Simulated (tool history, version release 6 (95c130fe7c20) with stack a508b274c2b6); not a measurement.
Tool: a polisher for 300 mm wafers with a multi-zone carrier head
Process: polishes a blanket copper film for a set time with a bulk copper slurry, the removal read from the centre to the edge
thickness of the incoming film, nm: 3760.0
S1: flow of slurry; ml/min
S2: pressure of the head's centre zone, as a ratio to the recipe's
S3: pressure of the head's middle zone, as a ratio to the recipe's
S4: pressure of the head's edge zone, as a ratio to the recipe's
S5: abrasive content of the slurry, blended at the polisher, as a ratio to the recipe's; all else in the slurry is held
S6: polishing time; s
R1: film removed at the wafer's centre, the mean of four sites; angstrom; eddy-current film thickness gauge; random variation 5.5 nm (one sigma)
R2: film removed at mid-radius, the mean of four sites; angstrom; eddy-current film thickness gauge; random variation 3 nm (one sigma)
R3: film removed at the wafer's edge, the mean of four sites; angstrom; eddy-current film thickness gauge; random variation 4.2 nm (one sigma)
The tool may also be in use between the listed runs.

run,hour,S1,S2,S3,S4,S5,S6,R1,R2,R3
1,0,195,1,1,1,1,37,5379.4,5248.1,5703.8
2,7,195,1.06,1,1,1,37,5737.2,5272.9,5623.3
3,12.1,185,1.06,1,0.96,0.9,37,5638.1,5097.6,5436.6
4,15.6,185,1.06,1,1.04,0.9,37,5639.1,5199,5641.6
5,18.7,185,1.06,1.01,1,0.8,37,5519.1,5127.5,5451.2
6,27.3,180,1.07,1.02,0.96,0.75,37,5566.2,5109.6,5356.9
7,35.5,180,1.08,1.03,0.93,0.7,36,5306.4,4928.5,5055.4

The next listed run, before its measurement:
8,38.4,175,1.09,1.03,0.9,0.65,36,?,?,?

Run 8 gave R1 5251.7 angstrom, R2 4838.8 angstrom, R3 4901.1 angstrom.
